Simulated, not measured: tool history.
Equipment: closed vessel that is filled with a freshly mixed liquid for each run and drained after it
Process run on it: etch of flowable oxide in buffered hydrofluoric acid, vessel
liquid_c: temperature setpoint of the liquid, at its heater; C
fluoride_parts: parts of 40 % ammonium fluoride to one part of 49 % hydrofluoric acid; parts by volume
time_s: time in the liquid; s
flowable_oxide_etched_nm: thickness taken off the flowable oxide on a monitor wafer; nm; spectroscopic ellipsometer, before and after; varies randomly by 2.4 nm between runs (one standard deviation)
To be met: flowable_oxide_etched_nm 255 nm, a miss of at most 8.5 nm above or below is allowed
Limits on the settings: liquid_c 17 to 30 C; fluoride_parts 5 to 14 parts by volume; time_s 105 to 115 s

run,hour,liquid_c,fluoride_parts,time_s,flowable_oxide_etched_nm
1,0,22,8.5,105,421.51
2,3.5,22,8.5,115,465.39
3,12,22,6.5,115,611.25
4,17.9,22,8,115,499.87
5,19.3,22,10.5,115,389.33
6,22.1,20.5,11,115,343.39
7,31.1,19.5,11.5,115,309.27
8,39.8,19,11.5,115,303.92

Which single option among these 4 for the next run brings every result within its allowed miss of target? Just one does.
A,48.5,20.5,10,110,?
B,48.5,20,11,115,?
C,48.5,17.5,11.5,115,?
D,48.5,17.5,11.5,105,?

move,flowable_oxide_etched_nm
A,355.49
B,329.35
C,273.84
D,250.02
A: lands further from the targets than the last run did
B: lands further from the targets than the last run did
C: an improvement on the last run, though not all results are within tolerance
D: hits every target within its allowed miss
Answer: D

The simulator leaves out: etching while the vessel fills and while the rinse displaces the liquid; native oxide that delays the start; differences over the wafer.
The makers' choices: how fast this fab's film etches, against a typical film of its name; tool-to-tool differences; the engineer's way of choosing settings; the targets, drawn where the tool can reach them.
